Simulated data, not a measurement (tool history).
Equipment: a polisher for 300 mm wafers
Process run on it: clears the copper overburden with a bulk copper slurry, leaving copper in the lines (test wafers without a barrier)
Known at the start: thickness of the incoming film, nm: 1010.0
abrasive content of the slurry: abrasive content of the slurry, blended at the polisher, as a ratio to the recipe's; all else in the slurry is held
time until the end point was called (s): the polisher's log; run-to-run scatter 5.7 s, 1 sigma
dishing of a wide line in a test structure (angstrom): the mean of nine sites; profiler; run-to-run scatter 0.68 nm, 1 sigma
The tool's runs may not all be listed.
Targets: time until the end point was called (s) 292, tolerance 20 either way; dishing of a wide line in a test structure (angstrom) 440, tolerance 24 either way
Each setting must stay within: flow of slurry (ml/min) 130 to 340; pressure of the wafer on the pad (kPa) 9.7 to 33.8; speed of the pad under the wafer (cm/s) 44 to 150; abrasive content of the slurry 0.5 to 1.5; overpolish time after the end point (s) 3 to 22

| run | hour | flow of slurry (ml/min) | pressure of the wafer on the pad (kPa) | speed of the pad under the wafer (cm/s) | abrasive content of the slurry | overpolish time after the end point (s) | time until the end point was called (s) | dishing of a wide line in a test structure (angstrom) |
|---|---|---|---|---|---|---|---|---|
| 1 | 0 | 220 | 21.4 | 96 | 1 | 11 | 109.73 | 614.52 |
| 2 | 4.2 | 200 | 21.4 | 96 | 1 | 11 | 122.66 | 596.36 |
| 3 | 5.5 | 185 | 17.9 | 94 | 1 | 12 | 143.63 | 575.4 |
| 4 | 13 | 175 | 15.9 | 86 | 1 | 13 | 174.65 | 499.17 |
| 5 | 22 | 165 | 13.8 | 82 | 1 | 14 | 209.64 | 470.15 |
| 6 | 27.9 | 160 | 12.4 | 80 | 1 | 15 | 245.68 | 449.8 |
| 7 | 31.6 | 160 | 11.7 | 80 | 1 | 15 | 259.78 | 423.62 |
| 8 | 40 | 160 | 11 | 80 | 1 | 16 | 267.47 | 416.42 |
| 9 | 43.6 | 160 | 11 | 80 | 1 | 17 | 270.32 | 447.98 |

Exercise: of the 5 proposed moves below, exactly one satisfies all targets within the stated allowed misses. Which move is it?
| A | 47.2 | 180 | 11.7 | 84 | 1 | 15 | ? | ? |
| B | 47.2 | 250 | 13.1 | 52 | 1.35 | 18 | ? | ? |
| C | 47.2 | 150 | 13.1 | 82 | 1 | 15 | ? | ? |
| D | 47.2 | 140 | 13.1 | 80 | 0.85 | 15 | ? | ? |
| E | 47.2 | 215 | 10.3 | 90 | 1.15 | 16 | ? | ? |

| move | time until the end point was called (s) | dishing of a wide line in a test structure (angstrom) |
|---|---|---|
| A | 240.57 | 433.69 |
| B | 289.5 | 435.94 |
| C | 228.62 | 453.52 |
| D | 244.47 | 431.67 |
| E | 241.59 | 448.92 |
A: further off than the last run
B: every result lands within tolerance
C: further off than the last run
D: further off than the last run
E: further off than the last run
The move that meets every target is B.

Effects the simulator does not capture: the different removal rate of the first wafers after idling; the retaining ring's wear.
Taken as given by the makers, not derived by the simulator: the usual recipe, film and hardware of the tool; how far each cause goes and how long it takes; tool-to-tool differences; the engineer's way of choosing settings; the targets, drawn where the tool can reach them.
